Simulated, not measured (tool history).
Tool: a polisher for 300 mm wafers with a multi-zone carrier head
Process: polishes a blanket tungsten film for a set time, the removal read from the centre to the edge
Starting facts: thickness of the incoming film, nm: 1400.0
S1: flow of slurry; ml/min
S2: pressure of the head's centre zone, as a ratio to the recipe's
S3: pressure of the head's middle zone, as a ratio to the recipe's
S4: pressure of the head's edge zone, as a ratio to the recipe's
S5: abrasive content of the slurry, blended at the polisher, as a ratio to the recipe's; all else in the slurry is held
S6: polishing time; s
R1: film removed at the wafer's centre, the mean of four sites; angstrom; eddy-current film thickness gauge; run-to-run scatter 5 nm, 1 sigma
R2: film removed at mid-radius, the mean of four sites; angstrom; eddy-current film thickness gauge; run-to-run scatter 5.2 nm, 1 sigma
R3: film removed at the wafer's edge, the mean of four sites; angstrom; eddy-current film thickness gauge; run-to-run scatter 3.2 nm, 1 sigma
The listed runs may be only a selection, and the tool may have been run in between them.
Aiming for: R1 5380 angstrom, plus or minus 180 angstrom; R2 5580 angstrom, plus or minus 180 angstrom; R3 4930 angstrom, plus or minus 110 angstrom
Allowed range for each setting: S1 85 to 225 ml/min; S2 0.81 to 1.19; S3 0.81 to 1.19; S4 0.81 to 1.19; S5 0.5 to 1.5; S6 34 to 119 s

{"run": 1, "hour": 0.0, "S1": 145, "S2": 1, "S3": 1, "S4": 1, "S5": 1, "S6": 76, "R1": 4711.7, "R2": 4624.5, "R3": 4725.1}
{"run": 2, "hour": 3.5, "S1": 165, "S2": 1.01, "S3": 1.03, "S4": 0.99, "S5": 1, "S6": 76, "R1": 4913.3, "R2": 4793.6, "R3": 4774.5}
{"run": 3, "hour": 10.0, "S1": 140, "S2": 1.01, "S3": 1.03, "S4": 0.99, "S5": 1, "S6": 76, "R1": 4757.1, "R2": 4747, "R3": 4693}
{"run": 4, "hour": 12.7, "S1": 155, "S2": 1.02, "S3": 1.07, "S4": 0.99, "S5": 1, "S6": 76, "R1": 4865.4, "R2": 4970.5, "R3": 4736.3}
{"run": 5, "hour": 16.4, "S1": 170, "S2": 1.03, "S3": 1.1, "S4": 0.99, "S5": 1, "S6": 76, "R1": 5040, "R2": 5174.5, "R3": 4736.3}
{"run": 6, "hour": 18.3, "S1": 170, "S2": 1.03, "S3": 1.1, "S4": 0.91, "S5": 1, "S6": 76, "R1": 4975.5, "R2": 5155.7, "R3": 4560.6}
{"run": 7, "hour": 26.0, "S1": 180, "S2": 1.03, "S3": 1.11, "S4": 0.94, "S5": 1, "S6": 76, "R1": 5030, "R2": 5173.6, "R3": 4689.4}
{"run": 8, "hour": 30.9, "S1": 185, "S2": 1.04, "S3": 1.13, "S4": 0.95, "S5": 1, "S6": 76, "R1": 4986.2, "R2": 5339.2, "R3": 4636}

Of the 5 settings listed for the next run, only one would bring every result within its allowed miss of target. Which one?
{"run": "A", "hour": 35.8, "S1": 165, "S2": 1.01, "S3": 1.01, "S4": 0.97, "S5": 1.1, "S6": 81, "R1": "?", "R2": "?", "R3": "?"}
{"run": "B", "hour": 35.8, "S1": 185, "S2": 0.97, "S3": 1.05, "S4": 0.91, "S5": 1, "S6": 85, "R1": "?", "R2": "?", "R3": "?"}
{"run": "C", "hour": 35.8, "S1": 190, "S2": 1.04, "S3": 1.12, "S4": 0.94, "S5": 1.05, "S6": 79, "R1": "?", "R2": "?", "R3": "?"}
{"run": "D", "hour": 35.8, "S1": 195, "S2": 0.97, "S3": 1.05, "S4": 0.97, "S5": 0.9, "S6": 86, "R1": "?", "R2": "?", "R3": "?"}
{"run": "E", "hour": 35.8, "S1": 190, "S2": 0.89, "S3": 1.03, "S4": 0.98, "S5": 1.05, "S6": 81, "R1": "?", "R2": "?", "R3": "?"}

move=A R1=5343.9 R2=5189 R3=5196.3
move=B R1=5402.6 R2=5585.1 R3=5223.6
move=C R1=5399.4 R2=5575.5 R3=5001.5
move=D R1=5361 R2=5536.7 R3=5325.4
move=E R1=4897.9 R2=5325.2 R3=5236.6
A: pushes the last run's worst result past its target
B: pushes the last run's worst result past its target
C: hits every target within its allowed miss
D: pushes the last run's worst result past its target
E: pushes the last run's worst result past its target
Go with C: it meets all targets.

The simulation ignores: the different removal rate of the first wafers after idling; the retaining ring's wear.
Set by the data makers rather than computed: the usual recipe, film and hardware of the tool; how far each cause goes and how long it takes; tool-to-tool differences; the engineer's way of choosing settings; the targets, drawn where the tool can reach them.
